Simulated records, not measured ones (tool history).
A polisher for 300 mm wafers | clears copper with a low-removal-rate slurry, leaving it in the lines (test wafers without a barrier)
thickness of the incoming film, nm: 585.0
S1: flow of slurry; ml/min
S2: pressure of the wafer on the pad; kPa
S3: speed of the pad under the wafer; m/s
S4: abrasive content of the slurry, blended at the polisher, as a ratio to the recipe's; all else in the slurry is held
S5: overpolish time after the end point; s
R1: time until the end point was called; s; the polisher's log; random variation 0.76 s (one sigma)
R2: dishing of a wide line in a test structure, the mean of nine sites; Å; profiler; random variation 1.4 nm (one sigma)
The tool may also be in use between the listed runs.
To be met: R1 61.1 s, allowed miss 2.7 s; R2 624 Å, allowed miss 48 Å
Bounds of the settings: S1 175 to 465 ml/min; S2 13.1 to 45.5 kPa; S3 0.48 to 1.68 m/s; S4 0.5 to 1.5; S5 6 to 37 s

run  hour   S1    S2    S3  S4  S5      R1      R2
  1     0  295    29  1.08   1  19  98.121  577.97
  2   4.6  295  30.3  1.08   1  18  96.728  581.05
  3    11  295  24.1  1.08   1  18  119.83  478.75
  4  13.5  295  27.6  1.08   1  18  105.51  535.28
  5  19.4  295  29.6  1.08   1  17  95.929  519.58
  6  20.1  295    31  1.08   1  17   92.96  554.98
  7    28  295  39.3  1.14   1   8  70.395  402.56
  8  35.9  295    40  1.14   1   9  69.654  438.15
  9  40.4  295    40  1.14   1   9  69.432  449.76
 10  41.3  295  40.7  1.14   1  10  70.698  474.06
 11  49.6  295  41.4  1.14   1  10  67.447  500.98
 12  51.2  295  44.8  1.14   1  15  62.919  662.72

5 next moves are on the table. One of them brings every result within its allowed miss. Which?
  A  52.8  360  45.5   1.1  1.05  13   ?   ?
  B  52.8  280  42.1  1.16  0.95  13   ?   ?
  C  52.8  255  42.1  1.24     1  18   ?   ?
  D  52.8  295  45.5  1.26  0.75  16   ?   ?
  E  52.8  280  45.5   1.2     1  16   ?   ?

move      R1      R2
   A  62.236  626.02
   B  67.726  589.46
   C  63.526  746.51
   D  63.233  704.55
   E  59.959  726.47
A: meets every target
B: brings the result that was furthest off to its target, and leaves another outside
C: further off than the last run
D: further off than the last run
E: further off than the last run
Move A is the one to make.
